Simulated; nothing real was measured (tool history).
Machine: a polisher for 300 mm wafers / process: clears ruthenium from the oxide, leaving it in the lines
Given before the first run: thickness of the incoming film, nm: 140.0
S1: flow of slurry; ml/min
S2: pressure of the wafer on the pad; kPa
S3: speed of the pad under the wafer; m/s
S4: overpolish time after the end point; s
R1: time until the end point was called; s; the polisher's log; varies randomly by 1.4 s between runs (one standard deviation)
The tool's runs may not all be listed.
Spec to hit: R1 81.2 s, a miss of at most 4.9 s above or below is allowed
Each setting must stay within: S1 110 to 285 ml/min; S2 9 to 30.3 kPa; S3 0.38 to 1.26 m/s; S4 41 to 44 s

run,hour,S1,S2,S3,S4,R1
1,0,180,19.3,0.82,41,131.75
2,7,180,15.9,0.82,41,157.82
3,12.2,180,15.9,0.94,41,136.4
4,15,180,17.9,0.94,41,123.57
5,16,180,19.3,0.94,41,114.06
6,23.7,180,19.3,0.94,44,113.77
7,29.3,180,20.7,0.94,44,108.2
8,35.7,180,22.1,0.94,44,104.84
9,44.2,180,23.4,0.94,44,98.257
10,47,180,24.1,0.94,44,91.791
11,53.8,180,24.8,0.94,44,93.024

Of the 4 settings listed for the next run, only one would bring every result within its allowed miss of target. Which one?
A,60.6,185,24.1,0.92,44,?
B,60.6,195,27.6,1.08,41,?
C,60.6,180,26.9,0.98,44,?
D,60.6,185,22.1,0.9,44,?

move,R1
A,94.665
B,70.908
C,80.515
D,105.29
A: its largest miss is bigger than the last run's
B: carries the result that was furthest off beyond its target, to the other side
C: every result lands within tolerance
D: its largest miss is bigger than the last run's
Answer: C
